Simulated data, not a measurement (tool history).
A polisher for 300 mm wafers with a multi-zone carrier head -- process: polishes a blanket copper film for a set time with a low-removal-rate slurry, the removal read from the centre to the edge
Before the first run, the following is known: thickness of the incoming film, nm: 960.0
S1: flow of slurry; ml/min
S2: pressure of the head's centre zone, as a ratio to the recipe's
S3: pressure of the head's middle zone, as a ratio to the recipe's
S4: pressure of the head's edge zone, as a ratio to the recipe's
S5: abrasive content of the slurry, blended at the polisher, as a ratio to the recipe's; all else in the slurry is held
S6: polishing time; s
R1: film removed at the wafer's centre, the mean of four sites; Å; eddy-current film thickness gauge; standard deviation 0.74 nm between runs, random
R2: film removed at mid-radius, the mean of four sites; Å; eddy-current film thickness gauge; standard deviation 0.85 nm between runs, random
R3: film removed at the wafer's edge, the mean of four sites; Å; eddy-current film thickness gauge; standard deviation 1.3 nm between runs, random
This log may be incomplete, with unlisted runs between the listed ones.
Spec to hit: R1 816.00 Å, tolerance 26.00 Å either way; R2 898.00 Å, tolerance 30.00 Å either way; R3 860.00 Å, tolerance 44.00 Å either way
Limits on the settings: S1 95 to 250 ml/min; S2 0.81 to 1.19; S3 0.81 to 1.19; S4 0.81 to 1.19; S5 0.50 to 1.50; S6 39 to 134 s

run 1 day=0.000 | S1=160 S2=1.00 S3=1.00 S4=1.00 S5=1.00 S6=86 | R1=1740.10 R2=1668.90 R3=1714.10
run 2 day=0.062 | S1=155 S2=0.99 S3=1.00 S4=0.98 S5=0.95 S6=81 | R1=1574.20 R2=1550.60 R3=1560.60
run 3 day=0.192 | S1=150 S2=0.98 S3=0.99 S4=0.97 S5=0.90 S6=78 | R1=1470.00 R2=1430.60 R3=1463.80
run 4 day=0.362 | S1=150 S2=0.93 S3=0.99 S4=0.97 S5=0.90 S6=78 | R1=1371.70 R2=1443.70 R3=1472.10
run 5 day=0.421 | S1=150 S2=0.93 S3=0.92 S4=0.97 S5=0.90 S6=78 | R1=1349.10 R2=1374.00 R3=1506.20
run 6 day=0.500 | S1=135 S2=0.93 S3=0.92 S4=0.97 S5=0.90 S6=78 | R1=1352.90 R2=1332.60 R3=1445.00
run 7 day=0.650 | S1=130 S2=0.92 S3=0.93 S4=0.96 S5=0.85 S6=75 | R1=1229.30 R2=1258.80 R3=1381.30
run 8 day=0.725 | S1=130 S2=0.92 S3=0.94 S4=0.94 S5=0.80 S6=72 | R1=1165.40 R2=1198.40 R3=1276.20
run 9 day=1.050 | S1=120 S2=0.85 S3=0.96 S4=0.84 S5=0.55 S6=52 | R1=679.32 R2=772.34 R3=731.38
run 10 day=1.392 | S1=130 S2=0.85 S3=0.96 S4=0.85 S5=0.55 S6=52 | R1=683.04 R2=772.75 R3=764.65
run 11 day=1.696 | S1=135 S2=0.86 S3=0.97 S4=0.85 S5=0.55 S6=52 | R1=699.61 R2=783.89 R3=776.90
run 12 day=1.771 | S1=140 S2=0.87 S3=0.98 S4=0.85 S5=0.55 S6=52 | R1=723.66 R2=784.10 R3=778.16
run 13 day=2.042 | S1=145 S2=0.87 S3=1.00 S4=0.86 S5=0.55 S6=52 | R1=711.23 R2=814.57 R3=775.00
run 14 day=2.317 | S1=150 S2=0.88 S3=1.00 S4=0.86 S5=0.55 S6=52 | R1=725.27 R2=840.35 R3=787.92
run 15 day=2.346 | S1=155 S2=0.89 S3=1.00 S4=0.86 S5=0.55 S6=52 | R1=730.96 R2=839.28 R3=782.91
run 16 day=2.692 | S1=155 S2=0.89 S3=1.00 S4=0.86 S5=0.55 S6=52 | R1=737.66 R2=833.98 R3=780.29
run 17 day=2.892 | S1=160 S2=0.89 S3=1.00 S4=0.87 S5=0.55 S6=52 | R1=757.63 R2=833.94 R3=797.45
run 18 day=2.925 | S1=165 S2=0.89 S3=1.00 S4=0.88 S5=0.55 S6=52 | R1=755.82 R2=825.17 R3=810.03
run 19 day=3.117 | S1=165 S2=0.89 S3=1.01 S4=0.89 S5=0.55 S6=52 | R1=750.37 R2=842.62 R3=800.36
run 20 day=3.275 | S1=205 S2=0.91 S3=1.00 S4=0.95 S5=0.65 S6=53 | R1=873.21 R2=930.75 R3=901.91
run 21 day=3.517 | S1=205 S2=0.91 S3=1.00 S4=0.94 S5=0.65 S6=53 | R1=869.31 R2=925.32 R3=917.66
run 22 day=3.858 | S1=205 S2=0.91 S3=1.00 S4=0.94 S5=0.65 S6=53 | R1=865.11 R2=951.06 R3=914.49
run 23 day=3.892 | S1=200 S2=0.91 S3=1.00 S4=0.93 S5=0.65 S6=53 | R1=878.35 R2=946.06 R3=930.46
run 24 day=4.092 | S1=195 S2=0.91 S3=1.00 S4=0.93 S5=0.65 S6=53 | R1=865.80 R2=940.57 R3=908.52
run 25 day=4.212 | S1=190 S2=0.91 S3=1.00 S4=0.92 S5=0.65 S6=53 | R1=841.24 R2=932.28 R3=908.97

Which single option among these 4 for the next run brings every result within its allowed miss of target? Just one does.
run A day=4.333 | S1=220 S2=1.12 S3=1.19 S4=1.05 S5=0.50 S6=48 | R1=? R2=? R3=?
run B day=4.333 | S1=200 S2=0.93 S3=1.04 S4=0.96 S5=0.90 S6=44 | R1=? R2=? R3=?
run C day=4.333 | S1=185 S2=1.01 S3=1.01 S4=0.93 S5=0.50 S6=55 | R1=? R2=? R3=?
run D day=4.333 | S1=220 S2=0.99 S3=1.02 S4=0.93 S5=0.50 S6=55 | R1=? R2=? R3=?

move=A R1=900.34 R2=915.46 R3=796.67
move=B R1=829.34 R2=909.63 R3=854.20
move=C R1=903.31 R2=890.52 R3=847.74
move=D R1=909.99 R2=920.32 R3=863.13
A: gets the furthest-off result to its target, but another result is out of tolerance
B: every result within its allowed miss
C: gets the furthest-off result to its target, but another result is out of tolerance
D: gets the furthest-off result to its target, but another result is out of tolerance
The move that meets every target is B.
